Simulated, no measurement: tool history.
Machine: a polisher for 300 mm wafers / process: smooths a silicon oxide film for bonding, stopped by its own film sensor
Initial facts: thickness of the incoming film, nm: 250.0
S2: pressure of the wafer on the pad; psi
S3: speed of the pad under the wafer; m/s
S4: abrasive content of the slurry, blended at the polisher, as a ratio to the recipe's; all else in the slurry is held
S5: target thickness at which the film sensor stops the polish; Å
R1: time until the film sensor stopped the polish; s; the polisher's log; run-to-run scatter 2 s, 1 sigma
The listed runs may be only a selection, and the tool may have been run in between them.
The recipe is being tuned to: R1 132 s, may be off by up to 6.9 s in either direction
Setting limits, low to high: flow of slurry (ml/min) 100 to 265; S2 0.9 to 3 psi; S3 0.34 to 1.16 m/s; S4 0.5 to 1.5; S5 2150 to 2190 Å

run 1 hour=0 | flow_of_slurry_(ml/min)=170 S2=1.9 S3=0.74 S4=1 S5=2150 | R1=74.74
run 2 hour=4.1 | flow_of_slurry_(ml/min)=170 S2=1.8 S3=0.74 S4=1 S5=2150 | R1=80.567
run 3 hour=12 | flow_of_slurry_(ml/min)=170 S2=2.2 S3=0.74 S4=1 S5=2150 | R1=66.756
run 4 hour=17.5 | flow_of_slurry_(ml/min)=170 S2=2 S3=0.72 S4=1 S5=2150 | R1=75.701
run 5 hour=24.9 | flow_of_slurry_(ml/min)=170 S2=1.9 S3=0.72 S4=1 S5=2150 | R1=78.16
run 6 hour=28.3 | flow_of_slurry_(ml/min)=170 S2=1.8 S3=0.72 S4=1 S5=2150 | R1=82.762
run 7 hour=33.4 | flow_of_slurry_(ml/min)=170 S2=1.7 S3=0.72 S4=1 S5=2150 | R1=85.975
run 8 hour=41.4 | flow_of_slurry_(ml/min)=170 S2=1.6 S3=0.72 S4=1 S5=2150 | R1=91.924
run 9 hour=43 | flow_of_slurry_(ml/min)=170 S2=1.5 S3=0.72 S4=1 S5=2150 | R1=99.664
run 10 hour=48.6 | flow_of_slurry_(ml/min)=170 S2=1.4 S3=0.72 S4=1 S5=2150 | R1=104.42
run 11 hour=56.7 | flow_of_slurry_(ml/min)=170 S2=1.3 S3=0.72 S4=1 S5=2150 | R1=110.78
run 12 hour=60 | flow_of_slurry_(ml/min)=170 S2=1.3 S3=0.72 S4=1 S5=2150 | R1=112.48
run 13 hour=62.9 | flow_of_slurry_(ml/min)=170 S2=1.2 S3=0.72 S4=1 S5=2150 | R1=120.87

Consider the 4 candidate settings below. Which is the only one whose results all fall within their allowed miss of target?
run A hour=65.8 | flow_of_slurry_(ml/min)=100 S2=1.3 S3=0.82 S4=0.8 S5=2180 | R1=?
run B hour=65.8 | flow_of_slurry_(ml/min)=185 S2=1 S3=0.78 S4=1 S5=2190 | R1=?
run C hour=65.8 | flow_of_slurry_(ml/min)=195 S2=1.2 S3=0.68 S4=1.15 S5=2150 | R1=?
run D hour=65.8 | flow_of_slurry_(ml/min)=205 S2=1.1 S3=0.68 S4=1.05 S5=2150 | R1=?

move=A R1=116.38
move=B R1=119.59
move=C R1=119.08
move=D R1=133.04
A: moves away from the targets compared with the last run
B: moves away from the targets compared with the last run
C: moves away from the targets compared with the last run
D: every result lands within tolerance
The move that meets every target is D.

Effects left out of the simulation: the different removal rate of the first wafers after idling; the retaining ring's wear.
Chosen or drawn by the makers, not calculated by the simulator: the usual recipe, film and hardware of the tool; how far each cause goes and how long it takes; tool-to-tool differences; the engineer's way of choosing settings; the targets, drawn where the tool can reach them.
